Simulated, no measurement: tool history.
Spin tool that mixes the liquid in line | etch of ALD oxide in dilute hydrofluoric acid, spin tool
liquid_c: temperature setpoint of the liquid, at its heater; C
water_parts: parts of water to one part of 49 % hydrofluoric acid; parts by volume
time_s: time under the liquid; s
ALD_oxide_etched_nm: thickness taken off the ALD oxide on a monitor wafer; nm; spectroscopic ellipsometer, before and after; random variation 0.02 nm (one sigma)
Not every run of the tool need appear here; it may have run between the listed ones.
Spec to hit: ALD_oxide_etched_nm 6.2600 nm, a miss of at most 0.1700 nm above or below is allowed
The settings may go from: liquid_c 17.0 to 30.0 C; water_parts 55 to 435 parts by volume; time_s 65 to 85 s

run  hour  liquid_c  water_parts  time_s  ALD_oxide_etched_nm
  1   0.0      22.0          245      85               7.0104
  2   5.6      21.5          245      85               6.8304
  3  10.7      21.0          245      85               6.7626
  4  13.9      23.0          245      85               7.2871
  5  19.5      22.0          245      85               6.9694
  6  24.0      22.0          165      85              11.2450
  7  29.5      21.0          185      85               9.5238
  8  38.2      20.0          195      85               8.5187
  9  39.7      19.5          205      85               7.9063
 10  47.7      19.0          210      85               7.5279
 11  56.1      17.0          235      85               6.0770

Pick the move, out of 4, that brings all results within their allowed miss; only one does.
  A  64.5      17.5          235      80                    ?
  B  64.5      17.5          230      80                    ?
  C  64.5      19.5          235      85                    ?
  D  64.5      17.5          235      85                    ?

move  ALD_oxide_etched_nm
   A               5.8176
   B               5.9707
   C               6.6758
   D               6.1812
A: the biggest miss grows against the last run
B: the biggest miss grows against the last run
C: moves the result that the last run missed by most past its target, out the other side
D: every result lands within tolerance
The move that meets every target is D.

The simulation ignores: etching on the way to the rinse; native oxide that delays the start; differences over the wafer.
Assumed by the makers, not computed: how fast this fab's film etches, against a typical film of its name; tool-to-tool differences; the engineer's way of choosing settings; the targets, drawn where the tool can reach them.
